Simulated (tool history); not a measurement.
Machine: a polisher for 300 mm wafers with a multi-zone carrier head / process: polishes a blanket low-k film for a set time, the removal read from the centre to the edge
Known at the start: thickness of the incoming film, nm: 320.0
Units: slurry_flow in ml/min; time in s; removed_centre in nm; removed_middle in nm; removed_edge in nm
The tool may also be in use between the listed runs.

run  hour  slurry_flow  centre_zone  middle_zone  edge_zone  slurry_solids  time  removed_centre  removed_middle  removed_edge
  1     0          185            1            1          1              1    77          45.645          45.449        45.158
  2   5.8          185            1            1          1            1.2    77          48.351          48.199        48.992
  3   9.8          200         1.02            1       0.99            1.2    77          50.318          48.927        49.029
  4  11.1          215         1.03            1       0.99            1.2    77           51.18          49.235        49.465
  5  15.3          215         1.03         0.95       0.99            1.2    77          51.337          48.743        48.907
  6  22.1          225         1.04         0.95       0.99            1.2    77          52.312          48.507        48.992
  7  22.9          235         1.05         0.96       0.99            1.2    77           52.52          49.035        49.414
  8  30.3          240         1.06         0.97       0.99            1.2    77          53.212          49.135        49.527

Forecast run 9:
  9  31.2          245         1.07         0.98       0.99            1.2    77               ?               ?             ?

removed_centre: 53.566 nm
removed_middle: 49.982 nm
removed_edge: 49.539 nm
